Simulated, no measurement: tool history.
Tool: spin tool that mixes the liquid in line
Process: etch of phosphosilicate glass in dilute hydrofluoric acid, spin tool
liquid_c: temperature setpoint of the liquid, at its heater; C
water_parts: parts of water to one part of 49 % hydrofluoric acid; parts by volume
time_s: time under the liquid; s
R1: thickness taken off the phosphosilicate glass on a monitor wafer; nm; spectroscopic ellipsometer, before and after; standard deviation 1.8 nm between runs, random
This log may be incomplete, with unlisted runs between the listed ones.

Run 1, hour 0.0: liquid_c 22.0 C, water_parts 105 parts by volume, time_s 55 s. Result: R1 95.312 nm.
Run 2, hour 2.9: liquid_c 22.0 C, water_parts 125 parts by volume, time_s 55 s. Result: R1 78.331 nm.
Run 3, hour 8.6: liquid_c 20.5 C, water_parts 125 parts by volume, time_s 55 s. Result: R1 74.587 nm.
Run 4, hour 11.5: liquid_c 19.0 C, water_parts 125 parts by volume, time_s 55 s. Result: R1 68.991 nm.
Run 5, hour 12.3: liquid_c 21.0 C, water_parts 115 parts by volume, time_s 55 s. Result: R1 82.603 nm.
Run 6, hour 15.8: liquid_c 22.5 C, water_parts 105 parts by volume, time_s 55 s. Result: R1 96.706 nm.
Run 7, hour 19.1: liquid_c 23.5 C, water_parts 95 parts by volume, time_s 55 s. Result: R1 113.630 nm.

Run 8 has not been measured yet. What should we expect?
Run 8, hour 26.7: liquid_c 23.5 C, water_parts 95 parts by volume, time_s 55 s. Result: R1 ?.

R1: 115.810 nm
